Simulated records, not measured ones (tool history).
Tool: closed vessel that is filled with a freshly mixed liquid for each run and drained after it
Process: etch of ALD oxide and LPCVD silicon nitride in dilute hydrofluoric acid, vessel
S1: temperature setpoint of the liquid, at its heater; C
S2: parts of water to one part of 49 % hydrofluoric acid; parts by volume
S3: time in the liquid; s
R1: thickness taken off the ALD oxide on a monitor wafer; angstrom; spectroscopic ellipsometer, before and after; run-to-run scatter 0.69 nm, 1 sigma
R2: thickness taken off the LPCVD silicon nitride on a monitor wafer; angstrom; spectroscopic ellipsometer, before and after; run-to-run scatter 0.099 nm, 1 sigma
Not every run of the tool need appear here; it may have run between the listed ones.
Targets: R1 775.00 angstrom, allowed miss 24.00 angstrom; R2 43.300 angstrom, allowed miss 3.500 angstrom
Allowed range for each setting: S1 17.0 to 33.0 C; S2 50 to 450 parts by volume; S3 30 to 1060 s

{"run": 1, "hour": 0.0, "S1": 25.0, "S2": 250, "S3": 540, "R1": 180.62, "R2": 13.529}
{"run": 2, "hour": 5.2, "S1": 25.0, "S2": 250, "S3": 435, "R1": 145.97, "R2": 10.312}
{"run": 3, "hour": 12.4, "S1": 24.5, "S2": 190, "S3": 535, "R1": 244.11, "R2": 17.11}
{"run": 4, "hour": 17.0, "S1": 27.0, "S2": 190, "S3": 535, "R1": 270.63, "R2": 18.7}
{"run": 5, "hour": 24.7, "S1": 30.0, "S2": 190, "S3": 535, "R1": 302.2, "R2": 22.612}
{"run": 6, "hour": 29.4, "S1": 29.5, "S2": 150, "S3": 575, "R1": 417.8, "R2": 28.416}
{"run": 7, "hour": 37.1, "S1": 29.5, "S2": 120, "S3": 570, "R1": 537.12, "R2": 38.444}
{"run": 8, "hour": 40.3, "S1": 29.5, "S2": 120, "S3": 570, "R1": 547.3, "R2": 37.335}
{"run": 9, "hour": 41.2, "S1": 28.5, "S2": 100, "S3": 555, "R1": 627.39, "R2": 41.767}
{"run": 10, "hour": 48.5, "S1": 26.5, "S2": 85, "S3": 545, "R1": 691.06, "R2": 41.481}
{"run": 11, "hour": 57.8, "S1": 26.0, "S2": 80, "S3": 540, "R1": 705.89, "R2": 41.914}
{"run": 12, "hour": 62.3, "S1": 25.5, "S2": 75, "S3": 535, "R1": 742.93, "R2": 43.571}
{"run": 13, "hour": 65.5, "S1": 25.0, "S2": 75, "S3": 535, "R1": 729.81, "R2": 40.13}
{"run": 14, "hour": 66.8, "S1": 25.5, "S2": 70, "S3": 535, "R1": 794.7, "R2": 47.285}

Pick the move, out of 4, that brings all results within their allowed miss; only one does.
{"run": "A", "hour": 68.1, "S1": 29.0, "S2": 115, "S3": 795, "R1": "?", "R2": "?"}
{"run": "B", "hour": 68.1, "S1": 25.5, "S2": 70, "S3": 560, "R1": "?", "R2": "?"}
{"run": "C", "hour": 68.1, "S1": 23.0, "S2": 90, "S3": 745, "R1": "?", "R2": "?"}
{"run": "D", "hour": 68.1, "S1": 28.5, "S2": 140, "S3": 1000, "R1": "?", "R2": "?"}

move=A R1=795.37 R2=52.639
move=B R1=853.89 R2=48.503
move=C R1=779.08 R2=42.667
move=D R1=780.61 R2=52.652
A: lands further from the targets than the last run did
B: lands further from the targets than the last run did
C: hits every target within its allowed miss
D: lands further from the targets than the last run did
The right move is C.
